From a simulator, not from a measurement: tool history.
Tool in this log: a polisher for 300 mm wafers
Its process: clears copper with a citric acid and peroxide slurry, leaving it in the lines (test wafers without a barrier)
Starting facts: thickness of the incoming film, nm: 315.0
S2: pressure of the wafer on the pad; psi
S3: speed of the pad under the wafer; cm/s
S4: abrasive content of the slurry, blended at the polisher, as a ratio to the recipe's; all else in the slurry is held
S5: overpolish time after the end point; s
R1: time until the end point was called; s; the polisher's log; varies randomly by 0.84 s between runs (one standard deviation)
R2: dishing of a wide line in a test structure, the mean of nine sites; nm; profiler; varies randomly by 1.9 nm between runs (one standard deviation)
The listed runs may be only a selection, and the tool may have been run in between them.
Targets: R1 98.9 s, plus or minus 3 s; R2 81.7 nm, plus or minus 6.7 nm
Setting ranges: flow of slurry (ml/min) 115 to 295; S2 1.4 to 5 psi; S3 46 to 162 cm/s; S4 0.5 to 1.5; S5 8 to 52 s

Run 1, day 0: flow of slurry (ml/min) 190, S2 3.2 psi, S3 104 cm/s, S4 1, S5 26 s. Result: R1 152.95 s, R2 35.956 nm.
Run 2, day 0.112: flow of slurry (ml/min) 190, S2 3.5 psi, S3 104 cm/s, S4 1, S5 28 s. Result: R1 142.81 s, R2 41.971 nm.
Run 3, day 0.275: flow of slurry (ml/min) 190, S2 3 psi, S3 104 cm/s, S4 1, S5 28 s. Result: R1 163.31 s, R2 38.108 nm.
Run 4, day 0.638: flow of slurry (ml/min) 190, S2 3.3 psi, S3 104 cm/s, S4 1, S5 30 s. Result: R1 150.58 s, R2 43.399 nm.
Run 5, day 0.746: flow of slurry (ml/min) 195, S2 3.6 psi, S3 104 cm/s, S4 1, S5 31 s. Result: R1 138.98 s, R2 46.435 nm.
Run 6, day 1.079: flow of slurry (ml/min) 195, S2 3.6 psi, S3 78 cm/s, S4 1, S5 31 s. Result: R1 168.09 s, R2 39.737 nm.
Run 7, day 1.138: flow of slurry (ml/min) 215, S2 4.5 psi, S3 92 cm/s, S4 1, S5 40 s. Result: R1 120.81 s, R2 64.893 nm.
At day 1.229: slurry blender recalibrated.
Run 8, day 1.229: flow of slurry (ml/min) 215, S2 4.6 psi, S3 94 cm/s, S4 1, S5 41 s. Result: R1 104.21 s, R2 75.691 nm.
Run 9, day 1.429: flow of slurry (ml/min) 215, S2 4.7 psi, S3 94 cm/s, S4 1, S5 42 s. Result: R1 103.68 s, R2 77.477 nm.

5 candidate next runs follow, results not yet known. Just one meets every target within its allowed miss. Identify it.
Run A, day 1.629: flow of slurry (ml/min) 225, S2 4.6 psi, S3 90 cm/s, S4 1, S5 46 s. Result: R1 ?, R2 ?.
Run B, day 1.629: flow of slurry (ml/min) 195, S2 4.8 psi, S3 84 cm/s, S4 0.85, S5 46 s. Result: R1 ?, R2 ?.
Run C, day 1.629: flow of slurry (ml/min) 180, S2 4.8 psi, S3 94 cm/s, S4 0.95, S5 37 s. Result: R1 ?, R2 ?.
Run D, day 1.629: flow of slurry (ml/min) 195, S2 4.6 psi, S3 106 cm/s, S4 0.95, S5 36 s. Result: R1 ?, R2 ?.
Run E, day 1.629: flow of slurry (ml/min) 205, S2 4.7 psi, S3 104 cm/s, S4 0.9, S5 43 s. Result: R1 ?, R2 ?.

move      R1      R2
   A  109.85  79.563
   B  117.02  76.188
   C  106.94  69.132
   D  101.21  70.408
   E  101.02  80.613
A: lands further from the targets than the last run did
B: lands further from the targets than the last run did
C: lands further from the targets than the last run did
D: corrects the largest miss of the last run, while another result sits out of spec
E: all results in spec
Move E is the one to make.

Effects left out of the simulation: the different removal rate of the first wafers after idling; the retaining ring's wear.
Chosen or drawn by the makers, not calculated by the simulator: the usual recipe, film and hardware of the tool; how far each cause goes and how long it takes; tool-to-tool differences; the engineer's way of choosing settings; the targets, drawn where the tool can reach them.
